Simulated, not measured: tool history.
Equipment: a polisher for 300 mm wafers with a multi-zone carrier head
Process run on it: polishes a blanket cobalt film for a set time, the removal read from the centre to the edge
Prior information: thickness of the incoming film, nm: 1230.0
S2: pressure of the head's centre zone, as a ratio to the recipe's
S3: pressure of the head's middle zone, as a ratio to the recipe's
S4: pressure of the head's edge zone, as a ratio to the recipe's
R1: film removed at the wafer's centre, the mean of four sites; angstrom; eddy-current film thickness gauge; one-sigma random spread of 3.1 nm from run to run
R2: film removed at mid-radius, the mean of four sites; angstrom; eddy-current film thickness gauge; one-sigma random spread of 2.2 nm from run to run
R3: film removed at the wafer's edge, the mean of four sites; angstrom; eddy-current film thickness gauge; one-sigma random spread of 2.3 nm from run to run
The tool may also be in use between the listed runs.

{"run": 1, "hour": 0.0, "flow of slurry (ml/min)": 135, "S2": 1, "S3": 1, "S4": 1, "polishing time (s)": 62, "R1": 3887.9, "R2": 3600.2, "R3": 3719.8}
{"run": 2, "hour": 2.5, "flow of slurry (ml/min)": 125, "S2": 1, "S3": 1, "S4": 1, "polishing time (s)": 62, "R1": 3850.4, "R2": 3516.5, "R3": 3726.6}
{"run": 3, "hour": 8.6, "flow of slurry (ml/min)": 125, "S2": 1, "S3": 0.96, "S4": 1, "polishing time (s)": 62, "R1": 3851.1, "R2": 3382.2, "R3": 3707.4}
{"run": 4, "hour": 14.8, "flow of slurry (ml/min)": 125, "S2": 1, "S3": 0.97, "S4": 0.97, "polishing time (s)": 60, "R1": 3736.7, "R2": 3325, "R3": 3526}
{"run": 5, "hour": 22.0, "flow of slurry (ml/min)": 125, "S2": 1, "S3": 0.97, "S4": 0.95, "polishing time (s)": 59, "R1": 3661.4, "R2": 3283.4, "R3": 3489.7}
{"hour": 23.3, "done": "centre zone pressure recalibrated"}
{"run": 6, "hour": 23.3, "flow of slurry (ml/min)": 125, "S2": 1.05, "S3": 0.97, "S4": 0.95, "polishing time (s)": 59, "R1": 3582.3, "R2": 3286.5, "R3": 3438.8}

What will run 7 give?
{"run": 7, "hour": 31.8, "flow of slurry (ml/min)": 140, "S2": 1.05, "S3": 0.96, "S4": 0.93, "polishing time (s)": 57, "R1": "?", "R2": "?", "R3": "?"}

Logged for run 7: R1 3533.4 angstrom, R2 3169.6 angstrom, R3 3314.9 angstrom.
